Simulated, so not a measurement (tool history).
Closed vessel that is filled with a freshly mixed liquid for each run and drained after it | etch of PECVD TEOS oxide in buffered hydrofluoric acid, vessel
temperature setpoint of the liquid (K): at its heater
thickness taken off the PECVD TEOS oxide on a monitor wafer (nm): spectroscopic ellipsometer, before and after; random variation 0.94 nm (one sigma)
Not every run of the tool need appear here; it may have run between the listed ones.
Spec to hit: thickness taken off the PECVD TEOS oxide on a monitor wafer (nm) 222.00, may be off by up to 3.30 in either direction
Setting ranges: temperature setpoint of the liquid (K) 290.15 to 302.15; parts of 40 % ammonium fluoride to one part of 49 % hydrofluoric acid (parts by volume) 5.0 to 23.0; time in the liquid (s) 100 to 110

| run | day | temperature setpoint of the liquid (K) | parts of 40 % ammonium fluoride to one part of 49 % hydrofluoric acid (parts by volume) | time in the liquid (s) | thickness taken off the PECVD TEOS oxide on a monitor wafer (nm) |
|---|---|---|---|---|---|
| 1 | 0.000 | 294.15 | 14.0 | 100 | 157.65 |
| 2 | 0.262 | 295.15 | 14.0 | 100 | 168.08 |
| 3 | 0.604 | 295.15 | 14.0 | 100 | 168.91 |
| 4 | 0.829 | 295.65 | 14.0 | 100 | 173.51 |
| 5 | 1.025 | 295.65 | 12.5 | 100 | 191.83 |
| 6 | 1.229 | 296.15 | 12.5 | 100 | 198.18 |
| 7 | 1.579 | 296.15 | 12.5 | 100 | 199.33 |
| 8 | 1.817 | 296.65 | 12.5 | 100 | 204.71 |
| 9 | 2.192 | 296.65 | 12.5 | 100 | 204.16 |
| 10 | 2.229 | 297.65 | 12.5 | 100 | 215.87 |

Which one of the following 4 next-run settings gets every result inside its allowed miss? There is exactly one.
| A | 2.267 | 296.15 | 12.0 | 100 | ? |
| B | 2.267 | 294.65 | 11.0 | 100 | ? |
| C | 2.267 | 297.15 | 13.0 | 105 | ? |
| D | 2.267 | 297.15 | 13.0 | 110 | ? |

| move | thickness taken off the PECVD TEOS oxide on a monitor wafer (nm) |
|---|---|
| A | 206.90 |
| B | 207.36 |
| C | 212.18 |
| D | 222.29 |
A: further off than the last run
B: further off than the last run
C: further off than the last run
D: in spec on every target
Answer: D
